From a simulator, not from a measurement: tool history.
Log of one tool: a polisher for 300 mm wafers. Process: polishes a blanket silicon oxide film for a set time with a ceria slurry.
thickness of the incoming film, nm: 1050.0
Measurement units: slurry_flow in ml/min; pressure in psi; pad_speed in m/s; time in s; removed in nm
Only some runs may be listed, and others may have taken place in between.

run 1 hour=0.0 | slurry_flow=245 pressure=2.8 pad_speed=1.20 time=58 | removed=319.08
run 2 hour=7.6 | slurry_flow=245 pressure=2.8 pad_speed=1.50 time=58 | removed=399.12
run 3 hour=15.3 | slurry_flow=245 pressure=2.8 pad_speed=1.26 time=58 | removed=333.08
run 4 hour=21.5 | slurry_flow=245 pressure=2.8 pad_speed=1.26 time=61 | removed=348.06
run 5 hour=23.3 | slurry_flow=250 pressure=2.9 pad_speed=1.26 time=61 | removed=364.78
run 6 hour=28.5 | slurry_flow=255 pressure=3.0 pad_speed=1.26 time=61 | removed=378.35
run 7 hour=34.0 | slurry_flow=260 pressure=3.1 pad_speed=1.26 time=61 | removed=386.67
run 8 hour=34.5 | slurry_flow=260 pressure=3.2 pad_speed=1.26 time=61 | removed=402.75
run 9 hour=39.3 | slurry_flow=260 pressure=3.3 pad_speed=1.26 time=61 | removed=415.36

What will run 10 give?
run 10 hour=41.8 | slurry_flow=260 pressure=3.4 pad_speed=1.26 time=61 | removed=?

For run 10 the tool returned removed 427.98 nm.

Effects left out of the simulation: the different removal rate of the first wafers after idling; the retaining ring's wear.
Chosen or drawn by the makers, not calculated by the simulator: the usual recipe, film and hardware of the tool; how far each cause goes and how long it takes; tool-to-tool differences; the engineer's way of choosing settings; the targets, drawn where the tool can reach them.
